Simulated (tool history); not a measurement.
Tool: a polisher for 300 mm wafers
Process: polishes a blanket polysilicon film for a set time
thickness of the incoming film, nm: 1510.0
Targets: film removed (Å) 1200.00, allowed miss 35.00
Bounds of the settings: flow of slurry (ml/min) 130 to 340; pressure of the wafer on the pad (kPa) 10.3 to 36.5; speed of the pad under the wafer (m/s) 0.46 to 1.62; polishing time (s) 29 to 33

run,hour,flow of slurry (ml/min),pressure of the wafer on the pad (kPa),speed of the pad under the wafer (m/s),polishing time (s),film removed (Å)
1,0.0,220,23.4,1.04,33,3992.30
2,0.6,220,22.1,0.96,33,3414.20
3,2.4,220,20.7,0.90,33,3034.00
4,5.4,220,19.3,0.84,33,2668.70
5,6.6,220,17.9,0.80,33,2342.10
6,9.0,220,20.7,0.80,33,2701.30
7,16.6,220,19.3,0.76,33,2459.10
8,21.8,205,12.4,0.48,30,925.28
9,23.9,215,12.4,0.48,30,925.90
10,28.5,220,19.3,0.48,30,1426.50
11,33.3,220,19.3,0.48,30,1405.00
12,39.7,215,19.3,0.48,30,1432.90
13,47.0,215,19.3,0.48,30,1432.50
14,53.5,210,19.3,0.48,30,1386.00
15,59.5,205,19.3,0.48,30,1420.80
16,64.6,205,14.5,0.48,30,1088.90
17,72.9,205,15.2,0.48,30,1115.00

5 next moves are on the table. One of them brings every result within its allowed miss. Which?
A,81.2,260,15.9,0.50,31,?
B,81.2,220,17.2,0.50,29,?
C,81.2,180,17.2,0.46,32,?
D,81.2,200,13.1,0.50,30,?
E,81.2,200,13.8,0.52,33,?

move,film removed (Å)
A,1305.00
B,1295.90
C,1283.60
D,1018.20
E,1220.10
A: takes the result that was furthest off past its target
B: takes the result that was furthest off past its target
C: takes the result that was furthest off past its target
D: further off than the last run
E: meets every target
Move E is the one to make.
